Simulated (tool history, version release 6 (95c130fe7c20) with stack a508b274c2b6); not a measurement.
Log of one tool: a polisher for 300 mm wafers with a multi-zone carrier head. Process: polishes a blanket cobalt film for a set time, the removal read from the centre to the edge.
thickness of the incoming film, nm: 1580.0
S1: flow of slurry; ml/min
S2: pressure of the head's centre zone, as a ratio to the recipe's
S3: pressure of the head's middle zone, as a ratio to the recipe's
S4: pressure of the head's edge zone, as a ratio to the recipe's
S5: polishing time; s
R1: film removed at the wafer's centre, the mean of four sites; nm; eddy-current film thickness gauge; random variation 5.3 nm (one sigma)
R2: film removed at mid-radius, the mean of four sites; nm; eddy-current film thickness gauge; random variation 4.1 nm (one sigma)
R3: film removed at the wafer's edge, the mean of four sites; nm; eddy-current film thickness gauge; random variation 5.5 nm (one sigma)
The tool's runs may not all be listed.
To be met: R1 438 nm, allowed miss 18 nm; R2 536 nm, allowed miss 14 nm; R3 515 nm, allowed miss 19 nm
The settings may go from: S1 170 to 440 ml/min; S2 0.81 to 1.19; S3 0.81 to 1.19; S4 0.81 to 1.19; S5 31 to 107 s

{"run": 1, "day": 0.0, "S1": 280, "S2": 1, "S3": 1, "S4": 1, "S5": 69, "R1": 334.29, "R2": 329.85, "R3": 326.23}
{"run": 2, "day": 0.325, "S1": 285, "S2": 0.97, "S3": 1.04, "S4": 1.05, "S5": 77, "R1": 361.95, "R2": 383.88, "R3": 377.61}
{"run": 3, "day": 0.412, "S1": 295, "S2": 0.96, "S3": 1.07, "S4": 1.09, "S5": 82, "R1": 387.77, "R2": 420.81, "R3": 415.99}
{"run": 4, "day": 0.6, "S1": 295, "S2": 0.89, "S3": 1.07, "S4": 1.09, "S5": 82, "R1": 353.25, "R2": 416.31, "R3": 417.65}
{"run": 5, "day": 0.817, "S1": 305, "S2": 0.9, "S3": 1.1, "S4": 1.12, "S5": 86, "R1": 378.23, "R2": 444, "R3": 436.59}
{"run": 6, "day": 0.996, "S1": 375, "S2": 0.9, "S3": 1.1, "S4": 1.12, "S5": 86, "R1": 392.92, "R2": 459.93, "R3": 443.99}
{"day": 1.258, "done": "slurry nozzle cleaned"}
{"run": 7, "day": 1.258, "S1": 365, "S2": 0.89, "S3": 1.11, "S4": 1.13, "S5": 89, "R1": 403.4, "R2": 494.54, "R3": 463.27}
{"run": 8, "day": 1.521, "S1": 360, "S2": 0.89, "S3": 1.11, "S4": 1.14, "S5": 91, "R1": 414.86, "R2": 501.77, "R3": 491.54}
{"run": 9, "day": 1.8, "S1": 365, "S2": 0.89, "S3": 1.12, "S4": 1.15, "S5": 92, "R1": 421.09, "R2": 503.02, "R3": 485.22}

5 next moves are on the table. One of them brings every result within its allowed miss. Which?
{"run": "A", "day": 2.079, "S1": 275, "S2": 0.96, "S3": 1.14, "S4": 1.19, "S5": 88, "R1": "?", "R2": "?", "R3": "?"}
{"run": "B", "day": 2.079, "S1": 325, "S2": 0.87, "S3": 1.11, "S4": 1.13, "S5": 98, "R1": "?", "R2": "?", "R3": "?"}
{"run": "C", "day": 2.079, "S1": 310, "S2": 0.93, "S3": 1.05, "S4": 1.19, "S5": 89, "R1": "?", "R2": "?", "R3": "?"}
{"run": "D", "day": 2.079, "S1": 425, "S2": 0.92, "S3": 1.19, "S4": 1.12, "S5": 87, "R1": "?", "R2": "?", "R3": "?"}
{"run": "E", "day": 2.079, "S1": 375, "S2": 0.92, "S3": 1.08, "S4": 1.19, "S5": 87, "R1": "?", "R2": "?", "R3": "?"}

move=A R1=418.48 R2=477.17 R3=455.92
move=B R1=430.24 R2=529.75 R3=504.2
move=C R1=415.6 R2=458.1 R3=466.19
move=D R1=414.29 R2=508.23 R3=453.25
move=E R1=409.69 R2=465.86 R3=461.62
A: further off than the last run
B: meets every target
C: further off than the last run
D: further off than the last run
E: further off than the last run
Move B is the one to make.
